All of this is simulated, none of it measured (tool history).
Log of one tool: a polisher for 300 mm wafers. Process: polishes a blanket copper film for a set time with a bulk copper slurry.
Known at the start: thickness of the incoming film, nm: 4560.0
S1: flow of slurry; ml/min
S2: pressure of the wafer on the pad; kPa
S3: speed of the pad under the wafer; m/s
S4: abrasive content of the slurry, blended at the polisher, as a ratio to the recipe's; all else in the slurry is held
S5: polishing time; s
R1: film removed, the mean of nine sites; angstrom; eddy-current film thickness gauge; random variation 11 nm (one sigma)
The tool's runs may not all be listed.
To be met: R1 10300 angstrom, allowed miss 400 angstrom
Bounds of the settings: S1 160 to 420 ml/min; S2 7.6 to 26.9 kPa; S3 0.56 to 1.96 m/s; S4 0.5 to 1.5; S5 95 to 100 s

run	hour	S1	S2	S3	S4	S5	R1
1	0	270	17.2	1.26	1	95	8329.7
2	5.6	270	17.9	1.26	1	95	8741.5
3	8.3	270	17.9	1.26	0.85	95	8576.2
4	15.5	270	18.6	1.26	0.85	95	8751.1
5	21.2	270	19.3	1.26	0.85	95	8900.6
6	28.2	270	20	1.26	0.85	95	9238.2
7	31.1	270	20.7	1.26	0.85	95	9261.1
8	34.4	270	21.4	1.26	0.85	95	9857.6

4 next moves are on the table. One of them brings every result within its allowed miss. Which?
A	37.7	285	21.4	1.28	0.8	98	?
B	37.7	260	20.7	1.22	0.7	95	?
C	37.7	285	22.1	1.16	0.8	97	?
D	37.7	260	22.8	1.1	1	95	?

move	R1
A	10050
B	8697.6
C	9462.2
D	9608.9
A: meets every target
B: further off than the last run
C: further off than the last run
D: further off than the last run
The right move is A.

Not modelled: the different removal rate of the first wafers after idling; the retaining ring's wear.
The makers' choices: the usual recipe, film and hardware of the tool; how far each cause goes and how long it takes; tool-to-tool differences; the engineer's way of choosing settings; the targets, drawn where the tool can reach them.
